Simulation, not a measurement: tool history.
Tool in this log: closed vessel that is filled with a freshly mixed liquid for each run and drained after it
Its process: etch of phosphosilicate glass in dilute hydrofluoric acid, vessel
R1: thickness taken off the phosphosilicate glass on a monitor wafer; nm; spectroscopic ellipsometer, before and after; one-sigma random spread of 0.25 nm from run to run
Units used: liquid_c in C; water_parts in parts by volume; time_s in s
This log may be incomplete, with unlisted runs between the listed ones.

run 1 hour=0.0 | liquid_c=24.0 water_parts=190 time_s=30 | R1=14.574
run 2 hour=6.0 | liquid_c=24.0 water_parts=190 time_s=30 | R1=14.474
run 3 hour=13.6 | liquid_c=25.0 water_parts=180 time_s=30 | R1=16.469
run 4 hour=21.2 | liquid_c=26.0 water_parts=170 time_s=30 | R1=17.771
run 5 hour=29.6 | liquid_c=26.5 water_parts=160 time_s=30 | R1=19.674
run 6 hour=34.3 | liquid_c=27.0 water_parts=155 time_s=30 | R1=20.897
run 7 hour=42.1 | liquid_c=27.5 water_parts=150 time_s=30 | R1=22.233
run 8 hour=49.4 | liquid_c=28.0 water_parts=145 time_s=30 | R1=23.430
run 9 hour=54.3 | liquid_c=28.5 water_parts=140 time_s=30 | R1=24.601
run 10 hour=55.7 | liquid_c=29.0 water_parts=135 time_s=30 | R1=26.479
run 11 hour=64.3 | liquid_c=29.5 water_parts=130 time_s=30 | R1=28.033
run 12 hour=69.8 | liquid_c=30.0 water_parts=130 time_s=30 | R1=28.795

The next listed run, before its measurement:
run 13 hour=77.5 | liquid_c=32.0 water_parts=105 time_s=30 | R1=?

{"run 13": {"R1": 39.228}}
